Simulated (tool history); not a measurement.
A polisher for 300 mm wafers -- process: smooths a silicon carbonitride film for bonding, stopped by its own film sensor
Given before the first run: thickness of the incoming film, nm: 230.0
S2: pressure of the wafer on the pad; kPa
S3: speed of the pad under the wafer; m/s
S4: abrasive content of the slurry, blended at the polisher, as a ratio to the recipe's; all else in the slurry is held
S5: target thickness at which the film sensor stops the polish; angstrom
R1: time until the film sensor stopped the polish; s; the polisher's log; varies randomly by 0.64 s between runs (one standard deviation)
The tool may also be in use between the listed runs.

run 1 day=0 | flow_of_slurry_(ml/min)=265 S2=18.6 S3=1.08 S4=1 S5=2090 | R1=55.679
run 2 day=0.092 | flow_of_slurry_(ml/min)=265 S2=18.6 S3=0.94 S4=1 S5=2090 | R1=60.672
run 3 day=0.333 | flow_of_slurry_(ml/min)=265 S2=18.6 S3=0.94 S4=1.15 S5=2090 | R1=55.648
run 4 day=0.612 | flow_of_slurry_(ml/min)=265 S2=20.7 S3=0.96 S4=1.15 S5=2090 | R1=52.556
run 5 day=0.667 | flow_of_slurry_(ml/min)=210 S2=20.7 S3=0.96 S4=1.15 S5=2090 | R1=51.909
run 6 day=0.917 | flow_of_slurry_(ml/min)=210 S2=17.2 S3=0.96 S4=1.15 S5=2090 | R1=61.96

What does the tool deliver on the next run?
run 7 day=0.971 | flow_of_slurry_(ml/min)=210 S2=20 S3=0.98 S4=1.15 S5=2090 | R1=?

R1: 53.846 s

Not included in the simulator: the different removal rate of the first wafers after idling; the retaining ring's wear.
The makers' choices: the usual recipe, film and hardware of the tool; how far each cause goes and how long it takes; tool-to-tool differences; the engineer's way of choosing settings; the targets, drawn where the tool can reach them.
